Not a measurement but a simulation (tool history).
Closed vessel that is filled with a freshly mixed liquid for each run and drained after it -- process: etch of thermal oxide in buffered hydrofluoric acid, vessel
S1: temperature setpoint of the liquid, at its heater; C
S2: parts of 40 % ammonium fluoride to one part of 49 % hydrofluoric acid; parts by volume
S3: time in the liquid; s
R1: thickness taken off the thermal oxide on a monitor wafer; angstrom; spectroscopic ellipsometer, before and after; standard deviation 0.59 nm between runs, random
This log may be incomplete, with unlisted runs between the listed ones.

run	hour	S1	S2	S3	R1
1	0	22	10	95	975.73
2	1.3	19	10	95	805.18
3	7.7	17	10	95	727.27
4	10.9	17.5	10	95	743.23
5	18.7	18	10	95	764.25
6	22.7	18	7.5	95	1001

Forecast run 7:
7	27.7	17.5	8	95	?

R1: 892.05 angstrom

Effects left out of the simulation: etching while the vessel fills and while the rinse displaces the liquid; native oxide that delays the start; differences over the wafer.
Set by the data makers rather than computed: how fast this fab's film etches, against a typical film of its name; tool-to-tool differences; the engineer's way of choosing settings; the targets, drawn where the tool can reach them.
